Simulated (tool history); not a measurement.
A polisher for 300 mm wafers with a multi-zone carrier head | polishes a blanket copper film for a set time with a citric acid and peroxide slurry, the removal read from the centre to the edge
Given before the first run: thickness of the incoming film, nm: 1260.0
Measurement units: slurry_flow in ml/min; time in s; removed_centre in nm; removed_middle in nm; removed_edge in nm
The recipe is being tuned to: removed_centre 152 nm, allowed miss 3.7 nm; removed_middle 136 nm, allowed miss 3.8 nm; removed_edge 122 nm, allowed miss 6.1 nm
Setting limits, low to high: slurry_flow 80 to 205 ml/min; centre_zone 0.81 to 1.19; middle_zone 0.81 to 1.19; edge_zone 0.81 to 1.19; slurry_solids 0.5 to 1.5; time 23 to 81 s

run  hour  slurry_flow  centre_zone  middle_zone  edge_zone  slurry_solids  time  removed_centre  removed_middle  removed_edge
  1     0          135            1            1          1              1    52          99.748           97.84        99.999
  2   2.5          110            1            1          1              1    52          94.175          93.227        98.554
  3  10.9          120         1.03         1.02       1.01           1.05    52          99.178          98.505        98.647
  4  16.6          120         1.03         1.09       1.01           1.05    52          99.301          105.85        99.172
  5  23.1           90         1.03         1.09       1.01           1.05    52          91.887          95.411        93.892
  6    26           90         1.03         1.09       1.01            0.9    52          88.868          93.135        91.183
     33.4  -- slurry nozzle cleaned
  7  33.4          105         1.05         1.08       1.02           0.95    52          102.46           103.1        102.66
  8  40.8          120         1.06         1.07          1           0.95    52          106.97          105.74         99.95
  9  47.3          155         1.16         1.14        1.1            1.2    53          129.98          128.08        116.12

Of the 4 settings listed for the next run, only one would bring every result within its allowed miss of target. Which one?
  A  53.8          195         1.18         1.05       0.88           1.25    59               ?               ?             ?
  B  53.8          125          0.9         1.17       1.19            1.2    53               ?               ?             ?
  C  53.8          100         0.89         1.09       1.19           1.25    57               ?               ?             ?
  D  53.8          160         1.07         1.17        1.1           1.15    50               ?               ?             ?

move  removed_centre  removed_middle  removed_edge
   A           153.8          138.39        124.33
   B          103.99           125.9         120.4
   C          106.54          123.17        127.02
   D          115.13          122.52        111.51
A: in spec on every target
B: its largest miss is bigger than the last run's
C: its largest miss is bigger than the last run's
D: its largest miss is bigger than the last run's
Correct choice: A, which meets every target
